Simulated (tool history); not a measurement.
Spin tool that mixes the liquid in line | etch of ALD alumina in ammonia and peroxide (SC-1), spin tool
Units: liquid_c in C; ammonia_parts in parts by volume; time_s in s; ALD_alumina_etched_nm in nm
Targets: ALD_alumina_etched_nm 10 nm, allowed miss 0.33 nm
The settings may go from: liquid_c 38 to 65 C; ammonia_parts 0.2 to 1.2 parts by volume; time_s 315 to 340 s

run	hour	liquid_c	ammonia_parts	time_s	ALD_alumina_etched_nm
1	0	49	0.75	315	19.247
2	5.8	42.5	0.75	315	13.364
3	8	42	0.7	315	12.759
4	8.8	45	0.7	315	15.369
5	10.8	45	0.7	340	16.471
6	14.1	44	0.65	340	15.379
7	17.2	43	0.6	340	14.479
8	24.8	42	0.55	340	13.525
9	28.1	41.5	0.5	340	13.281
10	36.4	41	0.5	340	12.896
11	42.5	40.5	0.5	340	12.233

Which of these 5 next moves meets every target?
A	48.6	44.5	0.45	340	?
B	48.6	45.5	0.55	315	?
C	48.6	43.5	0.75	320	?
D	48.6	38	0.65	315	?
E	48.6	44	0.55	340	?

move	ALD_alumina_etched_nm
A	15.583
B	15.578
C	14.539
D	10.223
E	15.435
A: further off than the last run
B: further off than the last run
C: further off than the last run
D: meets every target
E: further off than the last run
The right move is D.

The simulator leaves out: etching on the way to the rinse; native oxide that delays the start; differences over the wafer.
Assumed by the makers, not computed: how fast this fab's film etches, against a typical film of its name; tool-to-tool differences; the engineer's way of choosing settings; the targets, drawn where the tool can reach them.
